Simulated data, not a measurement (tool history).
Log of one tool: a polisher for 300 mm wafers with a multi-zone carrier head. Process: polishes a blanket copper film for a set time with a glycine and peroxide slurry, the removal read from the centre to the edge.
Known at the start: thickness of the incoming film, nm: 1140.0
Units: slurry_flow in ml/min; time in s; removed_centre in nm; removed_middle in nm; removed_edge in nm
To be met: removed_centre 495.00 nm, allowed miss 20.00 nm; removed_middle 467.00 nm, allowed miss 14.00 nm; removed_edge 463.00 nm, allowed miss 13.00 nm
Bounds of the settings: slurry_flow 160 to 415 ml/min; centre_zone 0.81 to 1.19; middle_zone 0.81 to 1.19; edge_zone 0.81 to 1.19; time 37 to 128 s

run,hour,slurry_flow,centre_zone,middle_zone,edge_zone,time,removed_centre,removed_middle,removed_edge
1,0.0,265,1.00,1.00,1.00,82,376.97,385.82,380.21
2,7.5,275,1.04,1.02,1.04,84,407.06,402.12,396.36
3,16.4,275,1.00,1.02,1.04,84,392.16,406.05,398.57
4,21.8,290,1.03,1.03,1.07,86,415.50,417.88,415.48
5,29.3,290,1.03,1.03,1.00,86,417.50,414.42,399.34
6,33.6,350,1.03,1.03,1.00,86,424.48,422.76,410.41
7,36.2,355,1.05,1.04,1.03,87,437.79,429.62,417.22
8,38.0,360,1.06,1.05,1.06,89,461.45,436.97,434.48
9,44.6,360,1.06,1.06,1.08,90,458.47,451.91,440.64

5 next moves are on the table. One of them brings every result within its allowed miss. Which?
A,51.2,360,1.03,0.98,1.09,93,?,?,?
B,51.2,370,1.18,1.05,1.09,86,?,?,?
C,51.2,360,1.11,1.06,0.99,93,?,?,?
D,51.2,340,1.08,1.04,1.06,95,?,?,?
E,51.2,345,1.04,1.03,1.10,89,?,?,?

move,removed_centre,removed_middle,removed_edge
A,452.18,441.86,455.10
B,480.94,433.82,421.20
C,487.83,472.08,435.94
D,482.02,472.13,457.01
E,435.33,439.35,435.77
A: further off than the last run
B: brings the result that was furthest off to its target, and leaves another outside
C: brings the result that was furthest off to its target, and leaves another outside
D: meets every target
E: further off than the last run
Move D is the one to make.
